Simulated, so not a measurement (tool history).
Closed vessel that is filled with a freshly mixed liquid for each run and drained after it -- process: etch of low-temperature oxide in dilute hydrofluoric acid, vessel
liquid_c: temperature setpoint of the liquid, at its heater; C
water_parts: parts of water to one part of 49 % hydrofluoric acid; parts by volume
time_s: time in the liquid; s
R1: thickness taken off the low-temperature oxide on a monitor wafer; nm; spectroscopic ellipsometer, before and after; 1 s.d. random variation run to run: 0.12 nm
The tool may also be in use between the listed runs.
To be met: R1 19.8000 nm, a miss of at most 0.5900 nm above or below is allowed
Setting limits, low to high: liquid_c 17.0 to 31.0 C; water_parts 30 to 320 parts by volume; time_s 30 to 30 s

run 1 hour=0.0 | liquid_c=23.0 water_parts=175 time_s=30 | R1=5.6907
run 2 hour=7.4 | liquid_c=20.5 water_parts=175 time_s=30 | R1=5.1776
run 3 hour=12.7 | liquid_c=20.5 water_parts=175 time_s=30 | R1=5.1461
run 4 hour=18.5 | liquid_c=22.0 water_parts=175 time_s=30 | R1=5.4116
run 5 hour=20.2 | liquid_c=22.0 water_parts=205 time_s=30 | R1=4.5340
run 6 hour=27.6 | liquid_c=22.0 water_parts=180 time_s=30 | R1=5.2998
run 7 hour=30.6 | liquid_c=23.5 water_parts=160 time_s=30 | R1=6.4179
run 8 hour=32.2 | liquid_c=24.5 water_parts=140 time_s=30 | R1=7.8067
run 9 hour=41.5 | liquid_c=25.5 water_parts=125 time_s=30 | R1=9.3909
run 10 hour=43.1 | liquid_c=26.0 water_parts=115 time_s=30 | R1=10.4110
run 11 hour=44.6 | liquid_c=26.5 water_parts=105 time_s=30 | R1=11.9080
run 12 hour=47.2 | liquid_c=26.5 water_parts=105 time_s=30 | R1=11.7570
run 13 hour=53.8 | liquid_c=27.0 water_parts=100 time_s=30 | R1=12.6160
run 14 hour=56.9 | liquid_c=27.5 water_parts=95 time_s=30 | R1=13.8890
run 15 hour=59.2 | liquid_c=28.0 water_parts=90 time_s=30 | R1=14.8770
run 16 hour=62.0 | liquid_c=28.5 water_parts=90 time_s=30 | R1=15.1330
run 17 hour=64.8 | liquid_c=29.0 water_parts=90 time_s=30 | R1=15.5180
run 18 hour=71.4 | liquid_c=29.5 water_parts=90 time_s=30 | R1=15.8530
run 19 hour=73.7 | liquid_c=29.5 water_parts=85 time_s=30 | R1=16.8380

5 candidate next runs follow, results not yet known. Just one meets every target within its allowed miss. Identify it.
run A hour=76.0 | liquid_c=30.5 water_parts=80 time_s=30 | R1=?
run B hour=76.0 | liquid_c=30.5 water_parts=70 time_s=30 | R1=?
run C hour=76.0 | liquid_c=28.5 water_parts=75 time_s=30 | R1=?
run D hour=76.0 | liquid_c=28.5 water_parts=70 time_s=30 | R1=?
run E hour=76.0 | liquid_c=30.0 water_parts=80 time_s=30 | R1=?

move=A R1=18.5480
move=B R1=21.5160
move=C R1=18.4540
move=D R1=19.9140
move=E R1=18.1980
A: closer than the last run, but not yet in spec
B: takes the result that was furthest off past its target
C: closer than the last run, but not yet in spec
D: every result lands within tolerance
E: closer than the last run, but not yet in spec
Go with D: it meets all targets.
